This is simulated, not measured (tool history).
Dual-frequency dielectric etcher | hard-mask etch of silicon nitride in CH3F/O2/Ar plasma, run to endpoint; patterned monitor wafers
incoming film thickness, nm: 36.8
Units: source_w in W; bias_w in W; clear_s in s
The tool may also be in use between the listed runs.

{"run": 1, "day": 0.0, "source_w": 390, "bias_w": 76, "clear_s": 49.835}
{"run": 2, "day": 0.317, "source_w": 390, "bias_w": 68, "clear_s": 51.878}
{"run": 3, "day": 0.658, "source_w": 460, "bias_w": 68, "clear_s": 49.875}
{"run": 4, "day": 0.875, "source_w": 460, "bias_w": 74, "clear_s": 48.274}
{"run": 5, "day": 0.921, "source_w": 460, "bias_w": 63, "clear_s": 50.835}
{"run": 6, "day": 1.288, "source_w": 460, "bias_w": 54, "clear_s": 53.38}
{"run": 7, "day": 1.638, "source_w": 470, "bias_w": 57, "clear_s": 52.522}

Run 8 comes next. What will it give?
{"run": 8, "day": 2.004, "source_w": 480, "bias_w": 60, "clear_s": "?"}

Run 8 gave clear_s 51.41 s.
